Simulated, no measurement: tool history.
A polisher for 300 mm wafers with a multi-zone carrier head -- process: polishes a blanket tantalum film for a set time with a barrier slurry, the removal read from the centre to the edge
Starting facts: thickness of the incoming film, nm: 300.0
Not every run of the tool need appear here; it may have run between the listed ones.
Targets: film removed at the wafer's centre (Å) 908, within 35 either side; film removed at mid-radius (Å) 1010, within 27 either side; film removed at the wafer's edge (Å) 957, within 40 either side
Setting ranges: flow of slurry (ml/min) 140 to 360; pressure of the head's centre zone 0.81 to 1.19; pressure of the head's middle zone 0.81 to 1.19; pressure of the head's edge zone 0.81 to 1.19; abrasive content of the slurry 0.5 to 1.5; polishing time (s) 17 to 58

run  hour  flow of slurry (ml/min)  pressure of the head's centre zone  pressure of the head's middle zone  pressure of the head's edge zone  abrasive content of the slurry  polishing time (s)  film removed at the wafer's centre (Å)  film removed at mid-radius (Å)  film removed at the wafer's edge (Å)
  1     0                      230                                   1                                   1                                 1                               1                  37                                  671.08                          622.79                                642.47
  2   4.6                      230                                   1                                   1                                 1                               1                  44                                  801.92                          746.17                                750.81
  3   6.7                      235                                0.99                                1.02                              1.02                            1.05                  44                                   784.4                          784.31                                 759.4
  4  15.7                      235                                0.99                                1.02                              1.02                            1.25                  44                                  841.62                           807.7                                806.86
  5  21.5                      290                                0.99                                1.02                              1.02                            1.25                  44                                  861.91                             824                                810.88
  6  29.4                      290                                0.99                                1.02                              0.96                            1.25                  44                                  839.35                          830.76                                805.14
  7  36.2                      285                                0.98                                1.02                              0.97                             1.3                  45                                   868.4                          845.59                                836.58
  8  44.3                      285                                0.97                                1.03                              0.97                            1.35                  46                                  879.12                          890.51                                859.93
  9  48.3                      285                                0.96                                1.04                              0.98                            1.35                  46                                  888.86                          892.79                                850.44
 10  51.6                      280                                0.94                                1.04                              0.98                            1.35                  47                                  885.41                          923.58                                 893.6
 11  56.6                      280                                0.93                                1.05                              0.99                            1.35                  47                                  859.16                          916.95                                887.51
 12    61                      280                                0.93                                1.06                                 1                            1.35                  47                                  879.53                          931.24                                885.82
     64.9  -- centre zone pressure recalibrated
 13  64.9                      280                                0.93                                1.06                                 1                            1.35                  47                                  826.72                          928.43                                876.05

Of the 5 settings listed for the next run, only one would bring every result within its allowed miss of target. Which one?
  A  68.8                      335                                 1.1                                1.01                              0.94                             1.4                  44                                       ?                               ?                                     ?
  B  68.8                      270                                1.01                                1.16                              0.97                            1.25                  40                                       ?                               ?                                     ?
  C  68.8                      295                                0.82                                1.08                              1.18                            1.35                  49                                       ?                               ?                                     ?
  D  68.8                      270                                0.96                                1.07                                 1                            1.35                  51                                       ?                               ?                                     ?
  E  68.8                      305                                1.02                                0.88                              1.06                             1.3                  51                                       ?                               ?                                     ?

move  film removed at the wafer's centre (Å)  film removed at mid-radius (Å)  film removed at the wafer's edge (Å)
   A                                  947.55                          858.76                                824.49
   B                                  753.17                          838.76                                726.05
   C                                  768.45                          993.36                                988.71
   D                                  927.52                          1015.3                                954.07
   E                                  990.87                          865.38                                980.84
A: misses by more than the last run did
B: misses by more than the last run did
C: meets the target for the result that was furthest off, but another lies outside its allowed miss
D: meets every target
E: misses by more than the last run did
Answer: D

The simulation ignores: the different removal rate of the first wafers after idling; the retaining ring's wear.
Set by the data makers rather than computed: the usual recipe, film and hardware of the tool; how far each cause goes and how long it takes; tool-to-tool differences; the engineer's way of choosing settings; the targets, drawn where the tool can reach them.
